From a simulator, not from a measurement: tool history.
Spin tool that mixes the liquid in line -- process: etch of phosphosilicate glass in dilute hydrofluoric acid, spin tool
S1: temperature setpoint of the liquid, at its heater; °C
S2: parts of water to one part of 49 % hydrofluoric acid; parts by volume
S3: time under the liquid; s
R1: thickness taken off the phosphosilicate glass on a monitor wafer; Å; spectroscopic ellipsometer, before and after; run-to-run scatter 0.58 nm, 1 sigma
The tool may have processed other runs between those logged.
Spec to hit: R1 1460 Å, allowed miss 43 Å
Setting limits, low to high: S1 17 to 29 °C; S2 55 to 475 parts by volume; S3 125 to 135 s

run	hour	S1	S2	S3	R1
1	0	21	265	125	576.34
2	6.8	21	265	125	571.53
3	13.4	21	265	125	573.46
4	19	23	220	125	777.53
5	22.7	23	285	125	562.55
6	29.8	24.5	240	125	737.15
7	34.2	25.5	205	125	923.43
8	37.1	26.5	185	125	1090.4
9	41.4	27	175	125	1181.8
10	42.2	27	175	125	1185.9
11	49.7	27.5	170	125	1256.4
12	57.5	29	145	125	1604.4

Below are 5 possible settings for the next run. Only one of them brings all results inside the allowed miss of their targets. Which is it?
A	65.3	28.5	145	125	?
B	65.3	29	135	135	?
C	65.3	25.5	120	130	?
D	65.3	28.5	135	135	?
E	65.3	29	155	125	?

move	R1
A	1564.8
B	1872.9
C	1812.8
D	1838.7
E	1471.9
A: closer than the last run, but not yet in spec
B: the biggest miss grows against the last run
C: the biggest miss grows against the last run
D: the biggest miss grows against the last run
E: each result inside its tolerance
Answer: E
